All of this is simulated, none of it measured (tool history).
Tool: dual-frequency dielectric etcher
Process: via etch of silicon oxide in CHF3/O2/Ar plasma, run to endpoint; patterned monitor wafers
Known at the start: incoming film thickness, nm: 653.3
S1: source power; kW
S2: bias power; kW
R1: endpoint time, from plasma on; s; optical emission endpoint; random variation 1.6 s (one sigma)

run,hour,S1,S2,R1
1,0,0.69,0.184,321.74
2,7.4,0.72,0.187,314.22
3,15.6,0.74,0.189,308.88
4,17.1,0.66,0.189,330.7
5,25.8,0.54,0.189,370.91
6,27.3,0.54,0.214,352
7,30.2,0.58,0.216,340.75
8,38.2,0.61,0.218,327.85
9,46.1,0.63,0.22,320.59
10,51.7,0.65,0.221,313.54

The next listed run, before its measurement:
11,55.9,0.67,0.222,?

R1: 309.76 s
